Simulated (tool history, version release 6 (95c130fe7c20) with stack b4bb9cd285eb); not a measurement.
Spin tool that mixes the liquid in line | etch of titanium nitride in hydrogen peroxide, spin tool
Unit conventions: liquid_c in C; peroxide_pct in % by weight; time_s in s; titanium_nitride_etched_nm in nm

run  hour  liquid_c  peroxide_pct  time_s  titanium_nitride_etched_nm
  1     0        52          19.5     260                      23.727
  2   4.2        49          19.5     260                      19.106
  3   7.1        49            23     260                      19.712
  4   8.8        49            23     260                      19.655
  5  10.6        49            20     260                      19.203
  6  12.4      47.5            20     260                      17.094

Forecast run 7:
  7  12.9      46.5            20     260                           ?

titanium_nitride_etched_nm: 15.961 nm
